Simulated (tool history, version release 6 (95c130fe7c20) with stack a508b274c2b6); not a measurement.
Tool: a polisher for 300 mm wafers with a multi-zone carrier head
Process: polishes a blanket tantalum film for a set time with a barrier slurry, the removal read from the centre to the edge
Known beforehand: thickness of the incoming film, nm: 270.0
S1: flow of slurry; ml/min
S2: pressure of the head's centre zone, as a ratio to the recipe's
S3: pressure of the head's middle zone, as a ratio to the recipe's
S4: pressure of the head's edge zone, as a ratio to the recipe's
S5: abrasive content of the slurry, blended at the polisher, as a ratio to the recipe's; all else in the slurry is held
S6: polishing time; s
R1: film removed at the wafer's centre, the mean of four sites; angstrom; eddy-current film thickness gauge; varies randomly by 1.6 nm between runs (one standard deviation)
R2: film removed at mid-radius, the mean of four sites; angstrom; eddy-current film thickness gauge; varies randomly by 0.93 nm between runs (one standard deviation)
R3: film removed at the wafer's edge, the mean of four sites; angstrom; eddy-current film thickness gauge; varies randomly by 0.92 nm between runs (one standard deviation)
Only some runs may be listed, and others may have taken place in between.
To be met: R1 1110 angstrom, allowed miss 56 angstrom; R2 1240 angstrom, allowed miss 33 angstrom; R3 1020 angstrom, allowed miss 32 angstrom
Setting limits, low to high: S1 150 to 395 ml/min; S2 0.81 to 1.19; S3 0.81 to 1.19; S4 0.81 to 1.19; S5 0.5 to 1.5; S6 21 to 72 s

| run | hour | S1 | S2 | S3 | S4 | S5 | S6 | R1 | R2 | R3 |
|---|---|---|---|---|---|---|---|---|---|---|
| 1 | 0 | 250 | 1 | 1 | 1 | 1 | 46 | 954.39 | 981.13 | 960.98 |
| 2 | 2.9 | 260 | 1.02 | 1.04 | 1 | 1 | 46 | 978.95 | 1034.2 | 948.21 |
| 3 | 5.8 | 260 | 1.07 | 1.04 | 1 | 1 | 46 | 1033.9 | 1025.8 | 967.68 |
| 4 | 14 | 260 | 1.07 | 1.04 | 1.04 | 1 | 46 | 1037.5 | 1025.6 | 973.36 |
| 5 | 19.3 | 260 | 1.07 | 1.04 | 1.04 | 1 | 36 | 811.43 | 796.57 | 763.56 |
| 6 | 22.6 | 260 | 1.07 | 1 | 1.04 | 1 | 36 | 791.98 | 782.24 | 762.82 |
| 7 | 25.3 | 260 | 1.07 | 1 | 1.04 | 1 | 36 | 810.6 | 773.95 | 774.8 |
| 8 | 28.6 | 270 | 1.07 | 1.04 | 1.05 | 1.1 | 37 | 846.98 | 865.19 | 812.84 |
| 9 | 35.3 | 280 | 1.09 | 1.06 | 1.06 | 1.2 | 38 | 907.74 | 912.55 | 854.5 |
| 10 | 37.4 | 290 | 1.09 | 1.09 | 1.06 | 1.25 | 39 | 953.06 | 982.1 | 884.44 |
| 11 | 45.7 | 295 | 1.09 | 1.11 | 1.07 | 1.3 | 40 | 975 | 1025 | 933.88 |
| 12 | 50.2 | 295 | 1.09 | 1.11 | 1.07 | 1.3 | 40 | 998.93 | 1027.5 | 921.16 |
| 13 | 53 | 300 | 1.08 | 1.13 | 1.07 | 1.35 | 40 | 961.06 | 1054.4 | 940.98 |
| 14 | 60.7 | 310 | 1.09 | 1.14 | 1.06 | 1.4 | 41 | 1032.1 | 1079.8 | 960.16 |
| 15 | 64.4 | 290 | 1.08 | 1.15 | 1.04 | 1.4 | 42 | 1038 | 1124.6 | 971.55 |
| 16 | 72 | 290 | 1.08 | 1.16 | 1.03 | 1.4 | 42 | 1032.5 | 1120.1 | 960.74 |

Which one of the following 4 next-run settings gets every result inside its allowed miss? There is exactly one.
| A | 79.6 | 310 | 1.06 | 1.19 | 1 | 1.35 | 45 | ? | ? | ? |
| B | 79.6 | 330 | 1.1 | 0.96 | 1.16 | 1.5 | 42 | ? | ? | ? |
| C | 79.6 | 285 | 0.92 | 1.15 | 1.13 | 1.35 | 44 | ? | ? | ? |
| D | 79.6 | 290 | 1.08 | 1.12 | 1.03 | 1.45 | 44 | ? | ? | ? |

| move | R1 | R2 | R3 |
|---|---|---|---|
| A | 1107.8 | 1241.8 | 1015.3 |
| B | 1101.9 | 991.5 | 1036.9 |
| C | 932.31 | 1172.2 | 1038.7 |
| D | 1114.6 | 1164.7 | 1017.4 |
A: in spec on every target
B: its largest miss is bigger than the last run's
C: better than the last run, though not everything is in spec
D: better than the last run, though not everything is in spec
So the answer is move A, the one that meets all the targets.
